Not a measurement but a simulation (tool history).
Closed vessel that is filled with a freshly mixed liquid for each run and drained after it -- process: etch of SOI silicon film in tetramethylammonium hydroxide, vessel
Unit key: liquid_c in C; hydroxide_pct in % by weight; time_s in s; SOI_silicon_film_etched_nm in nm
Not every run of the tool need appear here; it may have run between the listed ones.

{"run": 1, "hour": 0.0, "liquid_c": 62.0, "hydroxide_pct": 20.0, "time_s": 85, "SOI_silicon_film_etched_nm": 266.74}
{"run": 2, "hour": 4.9, "liquid_c": 62.0, "hydroxide_pct": 20.0, "time_s": 85, "SOI_silicon_film_etched_nm": 267.51}
{"run": 3, "hour": 10.4, "liquid_c": 63.5, "hydroxide_pct": 20.0, "time_s": 85, "SOI_silicon_film_etched_nm": 287.09}
{"run": 4, "hour": 15.9, "liquid_c": 63.5, "hydroxide_pct": 17.0, "time_s": 85, "SOI_silicon_film_etched_nm": 310.21}
{"run": 5, "hour": 24.5, "liquid_c": 63.5, "hydroxide_pct": 19.5, "time_s": 85, "SOI_silicon_film_etched_nm": 299.42}
{"run": 6, "hour": 27.8, "liquid_c": 63.5, "hydroxide_pct": 17.0, "time_s": 85, "SOI_silicon_film_etched_nm": 314.47}
{"run": 7, "hour": 32.4, "liquid_c": 64.5, "hydroxide_pct": 17.0, "time_s": 85, "SOI_silicon_film_etched_nm": 333.8}
{"run": 8, "hour": 38.0, "liquid_c": 64.5, "hydroxide_pct": 17.0, "time_s": 85, "SOI_silicon_film_etched_nm": 337.27}
{"run": 9, "hour": 46.0, "liquid_c": 65.5, "hydroxide_pct": 17.0, "time_s": 85, "SOI_silicon_film_etched_nm": 354.55}
{"run": 10, "hour": 54.4, "liquid_c": 66.0, "hydroxide_pct": 17.0, "time_s": 85, "SOI_silicon_film_etched_nm": 369.53}
{"run": 11, "hour": 60.9, "liquid_c": 66.5, "hydroxide_pct": 17.0, "time_s": 85, "SOI_silicon_film_etched_nm": 381.71}
{"run": 12, "hour": 62.7, "liquid_c": 67.0, "hydroxide_pct": 17.0, "time_s": 85, "SOI_silicon_film_etched_nm": 384.81}

Expected results for the next run?
{"run": 13, "hour": 67.2, "liquid_c": 67.5, "hydroxide_pct": 17.0, "time_s": 85, "SOI_silicon_film_etched_nm": "?"}

{"run 13": {"SOI_silicon_film_etched_nm": 396.27}}
